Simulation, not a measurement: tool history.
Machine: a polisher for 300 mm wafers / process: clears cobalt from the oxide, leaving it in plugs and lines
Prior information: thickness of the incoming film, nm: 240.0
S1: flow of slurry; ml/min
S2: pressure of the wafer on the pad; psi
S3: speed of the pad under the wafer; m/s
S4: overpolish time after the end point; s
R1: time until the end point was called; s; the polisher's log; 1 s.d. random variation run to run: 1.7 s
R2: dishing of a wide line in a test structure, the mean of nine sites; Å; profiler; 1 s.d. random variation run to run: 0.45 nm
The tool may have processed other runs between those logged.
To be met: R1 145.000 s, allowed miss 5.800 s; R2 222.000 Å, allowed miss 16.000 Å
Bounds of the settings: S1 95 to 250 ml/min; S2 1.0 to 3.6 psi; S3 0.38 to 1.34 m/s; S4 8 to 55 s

{"run": 1, "hour": 0.0, "S1": 160, "S2": 2.3, "S3": 0.86, "S4": 28, "R1": 49.857, "R2": 441.2}
{"run": 2, "hour": 8.7, "S1": 160, "S2": 1.7, "S3": 0.86, "S4": 28, "R1": 68.311, "R2": 397.07}
{"run": 3, "hour": 16.1, "S1": 160, "S2": 2.2, "S3": 0.86, "S4": 28, "R1": 54.683, "R2": 408.18}
{"run": 4, "hour": 16.9, "S1": 155, "S2": 1.9, "S3": 0.78, "S4": 23, "R1": 68.405, "R2": 366.31}
{"run": 5, "hour": 17.6, "S1": 140, "S2": 1.7, "S3": 0.7, "S4": 19, "R1": 85.334, "R2": 313.77}
{"run": 6, "hour": 23.5, "S1": 115, "S2": 1.7, "S3": 0.7, "S4": 19, "R1": 86.52, "R2": 298.69}
{"hour": 27.5, "done": "worn pad replaced by a new one"}
{"run": 7, "hour": 27.5, "S1": 95, "S2": 1.1, "S3": 0.48, "S4": 8, "R1": 181.12, "R2": 88.441}
{"run": 8, "hour": 29.8, "S1": 110, "S2": 1.1, "S3": 0.48, "S4": 14, "R1": 173.07, "R2": 146.94}
{"run": 9, "hour": 34.2, "S1": 155, "S2": 1.4, "S3": 0.48, "S4": 13, "R1": 130.27, "R2": 174.53}
{"run": 10, "hour": 37.4, "S1": 150, "S2": 1.4, "S3": 0.48, "S4": 16, "R1": 127.66, "R2": 204.49}
{"run": 11, "hour": 44.0, "S1": 145, "S2": 1.4, "S3": 0.48, "S4": 18, "R1": 133.65, "R2": 215.75}

Of the 5 settings listed for the next run, only one would bring every result within its allowed miss of target. Which one?
{"run": "A", "hour": 50.6, "S1": 95, "S2": 1.2, "S3": 0.56, "S4": 20, "R1": "?", "R2": "?"}
{"run": "B", "hour": 50.6, "S1": 140, "S2": 1.0, "S3": 0.56, "S4": 22, "R1": "?", "R2": "?"}
{"run": "C", "hour": 50.6, "S1": 145, "S2": 1.6, "S3": 0.38, "S4": 27, "R1": "?", "R2": "?"}
{"run": "D", "hour": 50.6, "S1": 130, "S2": 1.3, "S3": 0.44, "S4": 22, "R1": "?", "R2": "?"}
{"run": "E", "hour": 50.6, "S1": 140, "S2": 1.3, "S3": 0.44, "S4": 27, "R1": "?", "R2": "?"}

move=A R1=142.030 R2=220.010
move=B R1=156.550 R2=220.220
move=C R1=143.930 R2=268.140
move=D R1=155.700 R2=221.030
move=E R1=153.750 R2=257.080
A: each result inside its tolerance
B: pushes the last run's worst result past its target
C: brings the last run's worst result on target, with another outside its allowed miss
D: pushes the last run's worst result past its target
E: pushes the last run's worst result past its target
Correct choice: A, which meets every target
